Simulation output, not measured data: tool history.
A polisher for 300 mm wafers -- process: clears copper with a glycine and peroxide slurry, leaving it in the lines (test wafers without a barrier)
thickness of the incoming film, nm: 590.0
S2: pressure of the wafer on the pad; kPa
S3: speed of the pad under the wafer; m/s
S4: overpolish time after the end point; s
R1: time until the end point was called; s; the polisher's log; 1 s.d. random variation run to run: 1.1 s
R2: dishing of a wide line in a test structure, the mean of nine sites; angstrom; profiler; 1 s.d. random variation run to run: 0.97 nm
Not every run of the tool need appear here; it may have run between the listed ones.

run 1 hour=0.0 | flow_of_slurry_(ml/min)=310 S2=22.1 S3=0.96 S4=28 | R1=111.890 R2=762.13
run 2 hour=2.3 | flow_of_slurry_(ml/min)=310 S2=22.1 S3=0.72 S4=28 | R1=137.790 R2=636.66
run 3 hour=6.7 | flow_of_slurry_(ml/min)=310 S2=22.1 S3=0.72 S4=32 | R1=143.250 R2=734.03
run 4 hour=14.6 | flow_of_slurry_(ml/min)=310 S2=24.1 S3=0.74 S4=29 | R1=126.830 R2=719.52
run 5 hour=21.1 | flow_of_slurry_(ml/min)=310 S2=25.5 S3=0.74 S4=26 | R1=123.980 R2=692.60
run 6 hour=25.2 | flow_of_slurry_(ml/min)=235 S2=25.5 S3=0.74 S4=26 | R1=130.790 R2=676.87
run 7 hour=29.8 | flow_of_slurry_(ml/min)=260 S2=26.9 S3=0.76 S4=23 | R1=119.950 R2=681.78
run 8 hour=32.8 | flow_of_slurry_(ml/min)=285 S2=27.6 S3=0.78 S4=20 | R1=113.440 R2=634.66
run 9 hour=41.1 | flow_of_slurry_(ml/min)=300 S2=29.0 S3=0.78 S4=18 | R1=106.650 R2=590.02
run 10 hour=48.5 | flow_of_slurry_(ml/min)=315 S2=29.6 S3=0.78 S4=18 | R1=102.710 R2=621.67
run 11 hour=56.3 | flow_of_slurry_(ml/min)=330 S2=30.3 S3=0.78 S4=17 | R1=103.720 R2=591.96
run 12 hour=57.4 | flow_of_slurry_(ml/min)=315 S2=34.5 S3=0.90 S4=12 | R1=78.996 R2=541.06

Run 13 comes next. What will it give?
-- hour=64.6 slurry nozzle cleaned
run 13 hour=64.6 | flow_of_slurry_(ml/min)=315 S2=34.5 S3=0.90 S4=13 | R1=? R2=?

Run 13 yielded R1 77.020 s, R2 613.00 angstrom.
